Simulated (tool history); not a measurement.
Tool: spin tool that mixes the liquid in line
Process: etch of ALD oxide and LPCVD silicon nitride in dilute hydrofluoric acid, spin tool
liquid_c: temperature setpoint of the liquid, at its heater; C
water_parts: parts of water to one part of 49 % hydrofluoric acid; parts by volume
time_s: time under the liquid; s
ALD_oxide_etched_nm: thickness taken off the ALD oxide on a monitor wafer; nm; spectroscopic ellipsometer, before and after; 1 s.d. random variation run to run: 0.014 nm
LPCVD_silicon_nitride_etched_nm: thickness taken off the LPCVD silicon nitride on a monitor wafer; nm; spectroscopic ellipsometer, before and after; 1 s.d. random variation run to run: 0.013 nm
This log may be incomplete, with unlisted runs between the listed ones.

run,day,liquid_c,water_parts,time_s,ALD_oxide_etched_nm,LPCVD_silicon_nitride_etched_nm
1,0.000,20.0,210,180,10.1100,0.31447
2,0.354,19.0,260,180,7.4735,0.32395
3,0.421,19.0,320,180,5.7986,0.22778
4,0.475,19.0,270,180,7.1746,0.31065
5,0.650,19.0,305,170,5.8132,0.23719
6,1.029,19.0,305,200,6.8477,0.24989
7,1.138,18.5,330,190,5.8094,0.26901
8,1.208,19.0,345,175,5.1076,0.19599

Run 9 has not been measured yet. What should we expect?
9,1.521,17.0,380,155,?,?

ALD_oxide_etched_nm: 3.7117 nm
LPCVD_silicon_nitride_etched_nm: 0.14644 nm
